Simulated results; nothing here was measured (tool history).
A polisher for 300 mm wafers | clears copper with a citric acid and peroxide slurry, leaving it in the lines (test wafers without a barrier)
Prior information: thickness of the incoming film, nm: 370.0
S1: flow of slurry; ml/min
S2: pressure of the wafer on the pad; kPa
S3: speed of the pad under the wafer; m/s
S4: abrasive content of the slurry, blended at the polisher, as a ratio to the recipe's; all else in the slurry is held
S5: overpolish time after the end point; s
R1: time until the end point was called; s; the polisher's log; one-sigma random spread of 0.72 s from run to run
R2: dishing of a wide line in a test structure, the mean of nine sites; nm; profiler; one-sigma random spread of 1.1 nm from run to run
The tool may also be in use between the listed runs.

run 1 hour=0.0 | S1=290 S2=24.1 S3=1.24 S4=1.0 S5=23 | R1=123.130 R2=48.945
run 2 hour=2.1 | S1=290 S2=24.1 S3=1.46 S4=1.0 S5=23 | R1=103.280 R2=54.223
run 3 hour=10.3 | S1=290 S2=24.8 S3=1.46 S4=1.0 S5=21 | R1=101.390 R2=52.823
run 4 hour=11.3 | S1=290 S2=25.5 S3=1.46 S4=1.0 S5=19 | R1=99.755 R2=49.706
run 5 hour=20.0 | S1=290 S2=25.5 S3=1.46 S4=0.9 S5=19 | R1=100.090 R2=49.297
run 6 hour=24.5 | S1=290 S2=26.2 S3=1.46 S4=0.9 S5=18 | R1=97.798 R2=48.312
run 7 hour=26.3 | S1=290 S2=26.9 S3=1.46 S4=0.9 S5=17 | R1=97.418 R2=46.791
run 8 hour=30.5 | S1=290 S2=27.6 S3=1.46 S4=0.9 S5=16 | R1=93.962 R2=44.498
run 9 hour=32.6 | S1=290 S2=28.3 S3=1.46 S4=0.9 S5=16 | R1=91.512 R2=45.093

Estimate the outcome of run 10 from the log above:
run 10 hour=40.0 | S1=295 S2=29.6 S3=1.46 S4=0.9 S5=16 | R1=? R2=?

{"run 10": {"R1": 88.187, "R2": 46.094}}
